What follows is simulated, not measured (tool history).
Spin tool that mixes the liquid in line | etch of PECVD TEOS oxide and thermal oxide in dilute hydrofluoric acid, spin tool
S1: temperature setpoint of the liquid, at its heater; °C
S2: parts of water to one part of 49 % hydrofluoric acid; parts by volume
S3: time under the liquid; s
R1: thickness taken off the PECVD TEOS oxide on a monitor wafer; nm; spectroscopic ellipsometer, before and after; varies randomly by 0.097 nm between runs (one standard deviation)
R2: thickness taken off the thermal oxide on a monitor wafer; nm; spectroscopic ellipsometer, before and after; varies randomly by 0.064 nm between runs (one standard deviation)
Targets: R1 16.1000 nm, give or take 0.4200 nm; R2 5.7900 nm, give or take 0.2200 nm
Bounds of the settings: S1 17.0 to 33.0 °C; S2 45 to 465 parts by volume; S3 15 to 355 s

{"run": 1, "hour": 0.0, "S1": 25.0, "S2": 255, "S3": 180, "R1": 8.1189, "R2": 2.8829}
{"run": 2, "hour": 1.6, "S1": 27.0, "S2": 230, "S3": 180, "R1": 9.8218, "R2": 3.568}
{"run": 3, "hour": 10.0, "S1": 28.0, "S2": 210, "S3": 180, "R1": 11.539, "R2": 4.1381}
{"run": 4, "hour": 10.5, "S1": 31.5, "S2": 210, "S3": 180, "R1": 13.008, "R2": 4.7718}
{"run": 5, "hour": 15.8, "S1": 33.0, "S2": 210, "S3": 180, "R1": 13.617, "R2": 4.8766}
{"run": 6, "hour": 18.4, "S1": 33.0, "S2": 200, "S3": 180, "R1": 14.477, "R2": 5.1141}
{"run": 7, "hour": 22.9, "S1": 33.0, "S2": 195, "S3": 180, "R1": 15.029, "R2": 5.398}
{"run": 8, "hour": 26.0, "S1": 33.0, "S2": 190, "S3": 180, "R1": 15.327, "R2": 5.5427}

Which one of the following 4 next-run settings gets every result inside its allowed miss? There is exactly one.
{"run": "A", "hour": 29.1, "S1": 33.0, "S2": 310, "S3": 335, "R1": "?", "R2": "?"}
{"run": "B", "hour": 29.1, "S1": 29.5, "S2": 90, "S3": 80, "R1": "?", "R2": "?"}
{"run": "C", "hour": 29.1, "S1": 33.0, "S2": 275, "S3": 275, "R1": "?", "R2": "?"}
{"run": "D", "hour": 29.1, "S1": 32.0, "S2": 255, "S3": 285, "R1": "?", "R2": "?"}

move=A R1=15.1390 R2=5.4706
move=B R1=14.6050 R2=5.2776
move=C R1=14.5960 R2=5.2744
move=D R1=16.1830 R2=5.8478
A: its largest miss is bigger than the last run's
B: its largest miss is bigger than the last run's
C: its largest miss is bigger than the last run's
D: all results in spec
Correct choice: D, which meets every target
